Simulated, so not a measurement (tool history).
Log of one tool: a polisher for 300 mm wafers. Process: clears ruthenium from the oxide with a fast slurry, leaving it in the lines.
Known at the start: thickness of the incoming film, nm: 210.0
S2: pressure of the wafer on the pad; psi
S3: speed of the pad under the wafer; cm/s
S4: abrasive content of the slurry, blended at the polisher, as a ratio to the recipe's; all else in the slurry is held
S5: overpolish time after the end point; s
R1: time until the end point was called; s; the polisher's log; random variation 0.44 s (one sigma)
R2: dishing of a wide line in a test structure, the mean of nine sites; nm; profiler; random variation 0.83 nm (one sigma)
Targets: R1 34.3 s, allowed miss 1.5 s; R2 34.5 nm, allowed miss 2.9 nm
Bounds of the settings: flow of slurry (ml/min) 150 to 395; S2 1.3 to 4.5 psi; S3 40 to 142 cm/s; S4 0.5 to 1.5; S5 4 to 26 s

Run 1, day 0: flow of slurry (ml/min) 250, S2 2.9 psi, S3 90 cm/s, S4 1, S5 13 s. Result: R1 58.534 s, R2 38.931 nm.
Run 2, day 0.342: flow of slurry (ml/min) 250, S2 2.9 psi, S3 72 cm/s, S4 1, S5 13 s. Result: R1 67.892 s, R2 33.388 nm.
Run 3, day 0.583: flow of slurry (ml/min) 295, S2 2.9 psi, S3 72 cm/s, S4 1, S5 13 s. Result: R1 66.414 s, R2 33.335 nm.
Run 4, day 0.838: flow of slurry (ml/min) 295, S2 2.9 psi, S3 72 cm/s, S4 1.2, S5 13 s. Result: R1 62.505 s, R2 34.293 nm.
Run 5, day 1.092: flow of slurry (ml/min) 300, S2 3.3 psi, S3 72 cm/s, S4 1.2, S5 11 s. Result: R1 55.898 s, R2 34.394 nm.
Run 6, day 1.121: flow of slurry (ml/min) 300, S2 3.3 psi, S3 72 cm/s, S4 1.2, S5 15 s. Result: R1 53.985 s, R2 43.147 nm.
Run 7, day 1.179: flow of slurry (ml/min) 310, S2 3.6 psi, S3 74 cm/s, S4 1.25, S5 12 s. Result: R1 48.353 s, R2 40.045 nm.
Run 8, day 1.442: flow of slurry (ml/min) 310, S2 3.6 psi, S3 74 cm/s, S4 1.25, S5 12 s. Result: R1 48.187 s, R2 40.014 nm.
Run 9, day 1.788: flow of slurry (ml/min) 315, S2 3.8 psi, S3 76 cm/s, S4 1.25, S5 10 s. Result: R1 45.135 s, R2 35.451 nm.
At day 2.125: head pressure recalibrated.
Run 10, day 2.125: flow of slurry (ml/min) 315, S2 4 psi, S3 78 cm/s, S4 1.25, S5 9 s. Result: R1 39.078 s, R2 38.809 nm.
Run 11, day 2.288: flow of slurry (ml/min) 315, S2 4.1 psi, S3 78 cm/s, S4 1.25, S5 8 s. Result: R1 36.574 s, R2 36.382 nm.
Run 12, day 2.388: flow of slurry (ml/min) 315, S2 4.2 psi, S3 78 cm/s, S4 1.25, S5 7 s. Result: R1 36.192 s, R2 33.552 nm.

Which of these 4 next moves meets every target?
Run A, day 2.488: flow of slurry (ml/min) 325, S2 4.3 psi, S3 74 cm/s, S4 1.2, S5 7 s. Result: R1 ?, R2 ?.
Run B, day 2.488: flow of slurry (ml/min) 265, S2 4 psi, S3 92 cm/s, S4 1.25, S5 7 s. Result: R1 ?, R2 ?.
Run C, day 2.488: flow of slurry (ml/min) 300, S2 4.1 psi, S3 74 cm/s, S4 1.2, S5 8 s. Result: R1 ?, R2 ?.
Run D, day 2.488: flow of slurry (ml/min) 300, S2 3.8 psi, S3 74 cm/s, S4 1.4, S5 9 s. Result: R1 ?, R2 ?.

move      R1      R2
   A  37.344  31.734
   B  34.599  33.895
   C  39.381  34.013
   D  40.214  36.933
A: further off than the last run
B: meets every target
C: further off than the last run
D: further off than the last run
Move B is the one to make.

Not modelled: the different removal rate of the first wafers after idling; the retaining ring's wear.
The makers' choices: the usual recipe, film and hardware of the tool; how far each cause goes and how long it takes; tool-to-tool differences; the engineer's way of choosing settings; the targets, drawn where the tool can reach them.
